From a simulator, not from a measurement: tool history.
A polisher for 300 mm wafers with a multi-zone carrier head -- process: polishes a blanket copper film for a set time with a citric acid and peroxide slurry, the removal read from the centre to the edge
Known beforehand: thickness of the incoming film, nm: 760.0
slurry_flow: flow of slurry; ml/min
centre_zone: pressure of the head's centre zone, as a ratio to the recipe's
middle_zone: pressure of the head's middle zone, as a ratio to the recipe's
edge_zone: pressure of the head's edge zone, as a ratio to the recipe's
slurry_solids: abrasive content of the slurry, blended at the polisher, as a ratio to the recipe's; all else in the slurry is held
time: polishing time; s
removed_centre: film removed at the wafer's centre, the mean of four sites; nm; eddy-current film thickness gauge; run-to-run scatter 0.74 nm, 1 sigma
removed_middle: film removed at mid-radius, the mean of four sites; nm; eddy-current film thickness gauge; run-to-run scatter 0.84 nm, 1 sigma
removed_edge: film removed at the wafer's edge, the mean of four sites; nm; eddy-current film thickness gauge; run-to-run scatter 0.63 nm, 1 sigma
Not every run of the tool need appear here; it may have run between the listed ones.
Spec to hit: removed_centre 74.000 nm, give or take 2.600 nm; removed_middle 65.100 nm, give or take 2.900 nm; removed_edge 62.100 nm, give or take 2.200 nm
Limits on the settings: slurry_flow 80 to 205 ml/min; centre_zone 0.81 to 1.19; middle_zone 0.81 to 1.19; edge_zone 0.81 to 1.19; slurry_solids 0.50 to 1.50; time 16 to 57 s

run  hour  slurry_flow  centre_zone  middle_zone  edge_zone  slurry_solids  time  removed_centre  removed_middle  removed_edge
  1   0.0          135         1.00         1.00       1.00           1.00    36          82.574          80.096        81.820
  2   2.7          115         1.00         1.00       1.00           1.00    36          76.859          77.662        78.256
  3  10.1          115         1.00         1.00       1.05           1.00    36          78.280          77.922        81.216
  4  18.7          115         1.00         1.00       1.12           1.00    36          79.015          77.586        83.100
  5  21.3          115         1.04         1.01       1.07           0.85    35          75.939          75.429        76.656
  6  29.7          110         1.08         0.99       1.02           0.75    35          75.803          70.026        72.354
  7  37.3          105         1.10         1.00       0.98           0.70    35          76.177          69.291        68.792
  8  38.9          100         1.11         1.00       0.96           0.70    35          74.266          65.983        68.348
  9  40.9          100         1.12         1.02       0.93           0.65    35          74.962          66.363        64.750
 10  42.6          100         1.12         1.02       0.92           0.65    35          74.211          66.475        65.991
 11  49.6          100         1.13         1.03       0.90           0.65    35          74.758          66.307        63.674
 12  57.2          100         1.13         1.03       0.89           0.65    35          74.646          67.839        64.559

Exactly one of the 5 candidate moves below puts every result within its allowed miss. Which one?
  A  64.8          125         1.11         0.90       0.85           0.90    33               ?               ?             ?
  B  64.8           85         1.05         0.98       0.93           0.60    39               ?               ?             ?
  C  64.8          120         1.07         0.89       0.88           0.65    35               ?               ?             ?
  D  64.8          100         1.14         1.03       0.86           0.65    34               ?               ?             ?
  E  64.8           95         1.05         0.98       0.92           1.05    34               ?               ?             ?

move  removed_centre  removed_middle  removed_edge
   A          78.580          65.812        66.465
   B          70.038          67.026        69.080
   C          74.159          64.066        66.402
   D          72.236          65.249        61.442
   E          72.051          68.489        69.237
A: misses by more than the last run did
B: misses by more than the last run did
C: misses by more than the last run did
D: all results land within tolerance of their targets
E: misses by more than the last run did
Go with D: it meets all targets.
